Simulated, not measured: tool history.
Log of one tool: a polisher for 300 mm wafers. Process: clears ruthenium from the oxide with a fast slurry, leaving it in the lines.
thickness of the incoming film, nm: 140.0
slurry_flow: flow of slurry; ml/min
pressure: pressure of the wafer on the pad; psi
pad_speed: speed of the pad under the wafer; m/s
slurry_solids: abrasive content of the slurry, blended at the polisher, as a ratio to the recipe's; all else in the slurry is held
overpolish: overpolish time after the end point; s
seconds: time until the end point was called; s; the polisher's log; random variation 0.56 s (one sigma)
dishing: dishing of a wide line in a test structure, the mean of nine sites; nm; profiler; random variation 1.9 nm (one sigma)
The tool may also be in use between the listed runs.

Run 1, day 0: slurry_flow 285 ml/min, pressure 3.3 psi, pad_speed 1.26 m/s, slurry_solids 1, overpolish 13 s. Result: seconds 21.256 s, dishing 72.646 nm.
Run 2, day 0.171: slurry_flow 285 ml/min, pressure 4.2 psi, pad_speed 1.26 m/s, slurry_solids 1, overpolish 13 s. Result: seconds 18.216 s, dishing 87.605 nm.
Run 3, day 0.279: slurry_flow 285 ml/min, pressure 4.2 psi, pad_speed 1.26 m/s, slurry_solids 0.9, overpolish 13 s. Result: seconds 18.923 s, dishing 79.022 nm.
Run 4, day 0.517: slurry_flow 285 ml/min, pressure 3.7 psi, pad_speed 1.22 m/s, slurry_solids 0.95, overpolish 14 s. Result: seconds 20.868 s, dishing 81.369 nm.
Run 5, day 0.8: slurry_flow 215 ml/min, pressure 3.7 psi, pad_speed 1.22 m/s, slurry_solids 0.95, overpolish 14 s. Result: seconds 21.091 s, dishing 80.324 nm.
Run 6, day 1.004: slurry_flow 215 ml/min, pressure 3.7 psi, pad_speed 1.22 m/s, slurry_solids 0.95, overpolish 17 s. Result: seconds 21.287 s, dishing 92.37 nm.
Run 7, day 1.142: slurry_flow 215 ml/min, pressure 3.4 psi, pad_speed 1.2 m/s, slurry_solids 0.95, overpolish 18 s. Result: seconds 23.592 s, dishing 85.758 nm.
Run 8, day 1.296: slurry_flow 215 ml/min, pressure 3.2 psi, pad_speed 1.18 m/s, slurry_solids 0.95, overpolish 19 s. Result: seconds 24.719 s, dishing 91.637 nm.
Run 9, day 1.45: slurry_flow 215 ml/min, pressure 3 psi, pad_speed 1.16 m/s, slurry_solids 0.95, overpolish 19 s. Result: seconds 26.783 s, dishing 84.864 nm.

Run 10 comes next. What will it give?
Run 10, day 1.583: slurry_flow 215 ml/min, pressure 2.9 psi, pad_speed 1.16 m/s, slurry_solids 0.95, overpolish 19 s. Result: seconds ?, dishing ?.

{"run 10": {"seconds": 26.383, "dishing": 83.02}}

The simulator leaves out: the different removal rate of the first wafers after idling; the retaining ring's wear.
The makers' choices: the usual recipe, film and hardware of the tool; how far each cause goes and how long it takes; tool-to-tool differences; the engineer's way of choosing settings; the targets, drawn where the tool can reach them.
